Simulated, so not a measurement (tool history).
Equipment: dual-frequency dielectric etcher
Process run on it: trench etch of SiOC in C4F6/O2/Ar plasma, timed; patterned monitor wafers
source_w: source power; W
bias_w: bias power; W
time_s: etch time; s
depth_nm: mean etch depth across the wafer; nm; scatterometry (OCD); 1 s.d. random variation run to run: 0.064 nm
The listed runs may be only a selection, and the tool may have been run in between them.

{"run": 1, "day": 0.0, "source_w": 360, "bias_w": 250, "time_s": 10.5, "depth_nm": 22.027}
{"run": 2, "day": 0.133, "source_w": 370, "bias_w": 251, "time_s": 10.5, "depth_nm": 22.377}
{"run": 3, "day": 0.158, "source_w": 380, "bias_w": 252, "time_s": 10.5, "depth_nm": 22.664}
{"run": 4, "day": 0.442, "source_w": 340, "bias_w": 252, "time_s": 10.5, "depth_nm": 21.67}
{"run": 5, "day": 0.571, "source_w": 350, "bias_w": 254, "time_s": 10.5, "depth_nm": 21.877}
{"run": 6, "day": 0.646, "source_w": 350, "bias_w": 223, "time_s": 10.5, "depth_nm": 20.585}
{"run": 7, "day": 0.929, "source_w": 370, "bias_w": 224, "time_s": 10.5, "depth_nm": 21.101}

Run 8, settings as shown, results not yet in. Your forecast:
{"run": 8, "day": 1.004, "source_w": 390, "bias_w": 225, "time_s": 10.5, "depth_nm": "?"}

{"run 8": {"depth_nm": 21.593}}

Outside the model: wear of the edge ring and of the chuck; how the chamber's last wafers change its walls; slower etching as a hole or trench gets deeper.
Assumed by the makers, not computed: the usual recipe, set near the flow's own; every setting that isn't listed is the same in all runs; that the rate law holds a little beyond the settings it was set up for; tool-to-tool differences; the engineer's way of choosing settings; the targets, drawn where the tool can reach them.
